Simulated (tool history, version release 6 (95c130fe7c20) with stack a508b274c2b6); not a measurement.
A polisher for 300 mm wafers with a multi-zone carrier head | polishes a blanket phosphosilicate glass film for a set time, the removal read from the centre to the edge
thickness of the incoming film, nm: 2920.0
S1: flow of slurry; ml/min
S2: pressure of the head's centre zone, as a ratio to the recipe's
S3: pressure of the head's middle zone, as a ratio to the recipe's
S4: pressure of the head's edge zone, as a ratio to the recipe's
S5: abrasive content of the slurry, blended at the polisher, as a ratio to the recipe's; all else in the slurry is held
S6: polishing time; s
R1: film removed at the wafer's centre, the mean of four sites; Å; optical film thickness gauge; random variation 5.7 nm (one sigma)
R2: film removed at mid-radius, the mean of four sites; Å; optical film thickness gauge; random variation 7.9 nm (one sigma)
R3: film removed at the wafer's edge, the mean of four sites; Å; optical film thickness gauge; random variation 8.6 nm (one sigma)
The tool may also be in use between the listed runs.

Run 1, hour 0: S1 285 ml/min, S2 1, S3 1, S4 1, S5 1, S6 56 s. Result: R1 4859.5 Å, R2 4957.4 Å, R3 4716.9 Å.
Run 2, hour 5.8: S1 340 ml/min, S2 1, S3 1, S4 1, S5 1, S6 56 s. Result: R1 4854.3 Å, R2 4992.8 Å, R3 4694.9 Å.
Run 3, hour 7: S1 335 ml/min, S2 1.03, S3 1.01, S4 1.04, S5 1.15, S6 58 s. Result: R1 5665.4 Å, R2 5586 Å, R3 5181.8 Å.
Run 4, hour 14.5: S1 335 ml/min, S2 1.03, S3 1.01, S4 1.04, S5 1.15, S6 51 s. Result: R1 5010.5 Å, R2 4884.8 Å, R3 4606.3 Å.
At hour 18.6: edge zone pressure recalibrated.
Run 5, hour 18.6: S1 330 ml/min, S2 1.03, S3 0.99, S4 1.07, S5 1.25, S6 56 s. Result: R1 5708.9 Å, R2 5676.3 Å, R3 5836.3 Å.
Run 6, hour 21.5: S1 330 ml/min, S2 0.96, S3 0.99, S4 1.07, S5 1.25, S6 56 s. Result: R1 5259.3 Å, R2 5545.9 Å, R3 5538.5 Å.
Run 7, hour 29.1: S1 330 ml/min, S2 1.01, S3 1.01, S4 1.09, S5 1.35, S6 57 s. Result: R1 5879.4 Å, R2 5907.8 Å, R3 6247.3 Å.
Run 8, hour 37.2: S1 345 ml/min, S2 1.05, S3 1.05, S4 1.09, S5 1.4, S6 58 s. Result: R1 6284.6 Å, R2 6362.9 Å, R3 6348.2 Å.
Run 9, hour 44.5: S1 350 ml/min, S2 1.09, S3 1.06, S4 1.1, S5 1.45, S6 59 s. Result: R1 6751.2 Å, R2 6653.3 Å, R3 6509.2 Å.
Run 10, hour 51.8: S1 350 ml/min, S2 1.11, S3 1.06, S4 1.11, S5 1.45, S6 60 s. Result: R1 6971.1 Å, R2 6766.3 Å, R3 6766.7 Å.
Run 11, hour 54.2: S1 355 ml/min, S2 1.13, S3 1.07, S4 1.12, S5 1.45, S6 60 s. Result: R1 6989.6 Å, R2 6770.9 Å, R3 6661.9 Å.
Run 12, hour 59.5: S1 355 ml/min, S2 1.15, S3 1.07, S4 1.12, S5 1.45, S6 61 s. Result: R1 7186.2 Å, R2 6867.3 Å, R3 6913.2 Å.
Run 13, hour 64.9: S1 360 ml/min, S2 1.16, S3 1.07, S4 1.11, S5 1.45, S6 61 s. Result: R1 7456.2 Å, R2 6729 Å, R3 6675.3 Å.

Forecast run 14:
Run 14, hour 73: S1 365 ml/min, S2 1.16, S3 1.08, S4 1.12, S5 1.45, S6 61 s. Result: R1 ?, R2 ?, R3 ?.

Run 14 gave R1 7439.5 Å, R2 6781.7 Å, R3 6799.9 Å.
